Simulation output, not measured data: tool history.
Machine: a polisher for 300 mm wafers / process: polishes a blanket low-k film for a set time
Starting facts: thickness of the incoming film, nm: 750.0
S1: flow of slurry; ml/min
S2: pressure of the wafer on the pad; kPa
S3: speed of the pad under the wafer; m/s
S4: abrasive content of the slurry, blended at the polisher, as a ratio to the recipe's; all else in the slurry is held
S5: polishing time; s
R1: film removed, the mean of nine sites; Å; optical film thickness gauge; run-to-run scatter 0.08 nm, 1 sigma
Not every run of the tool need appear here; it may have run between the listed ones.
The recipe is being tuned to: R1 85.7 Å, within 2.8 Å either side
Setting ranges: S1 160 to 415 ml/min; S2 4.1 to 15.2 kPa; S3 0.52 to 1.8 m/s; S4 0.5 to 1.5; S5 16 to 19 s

Run 1, day 0: S1 265 ml/min, S2 9.7 kPa, S3 1.16 m/s, S4 1, S5 19 s. Result: R1 64.877 Å.
Run 2, day 0.329: S1 265 ml/min, S2 9.7 kPa, S3 1.16 m/s, S4 1, S5 16 s. Result: R1 53.586 Å.
Run 3, day 0.583: S1 265 ml/min, S2 9.7 kPa, S3 1.16 m/s, S4 1.2, S5 16 s. Result: R1 58.734 Å.
Run 4, day 0.65: S1 325 ml/min, S2 9.7 kPa, S3 1.16 m/s, S4 1.2, S5 16 s. Result: R1 60.195 Å.
Run 5, day 0.696: S1 325 ml/min, S2 9.7 kPa, S3 1.16 m/s, S4 1.2, S5 16 s. Result: R1 61.29 Å.
Run 6, day 0.821: S1 290 ml/min, S2 9.7 kPa, S3 1.16 m/s, S4 1.2, S5 16 s. Result: R1 59.028 Å.
Run 7, day 1.033: S1 365 ml/min, S2 12.4 kPa, S3 1.18 m/s, S4 1.2, S5 16 s. Result: R1 77.525 Å.
Run 8, day 1.254: S1 365 ml/min, S2 13.1 kPa, S3 1.18 m/s, S4 1.2, S5 16 s. Result: R1 83.056 Å.
Run 9, day 1.492: S1 365 ml/min, S2 13.1 kPa, S3 1.18 m/s, S4 1.2, S5 16 s. Result: R1 83.143 Å.

Which of these 5 next moves meets every target?
Run A, day 1.729: S1 380 ml/min, S2 13.1 kPa, S3 1.12 m/s, S4 1.15, S5 16 s. Result: R1 ?.
Run B, day 1.729: S1 360 ml/min, S2 9.7 kPa, S3 1.64 m/s, S4 1.25, S5 17 s. Result: R1 ?.
Run C, day 1.729: S1 265 ml/min, S2 11.7 kPa, S3 0.94 m/s, S4 1.35, S5 19 s. Result: R1 ?.
Run D, day 1.729: S1 400 ml/min, S2 13.1 kPa, S3 1.02 m/s, S4 1.15, S5 18 s. Result: R1 ?.
Run E, day 1.729: S1 345 ml/min, S2 11 kPa, S3 1.12 m/s, S4 1.1, S5 19 s. Result: R1 ?.

move      R1
   A  78.479
   B  77.843
   C  79.417
   D  84.746
   E  76.761
A: moves away from the targets compared with the last run
B: moves away from the targets compared with the last run
C: moves away from the targets compared with the last run
D: every result lands within tolerance
E: moves away from the targets compared with the last run
So the answer is move D, the one that meets all the targets.

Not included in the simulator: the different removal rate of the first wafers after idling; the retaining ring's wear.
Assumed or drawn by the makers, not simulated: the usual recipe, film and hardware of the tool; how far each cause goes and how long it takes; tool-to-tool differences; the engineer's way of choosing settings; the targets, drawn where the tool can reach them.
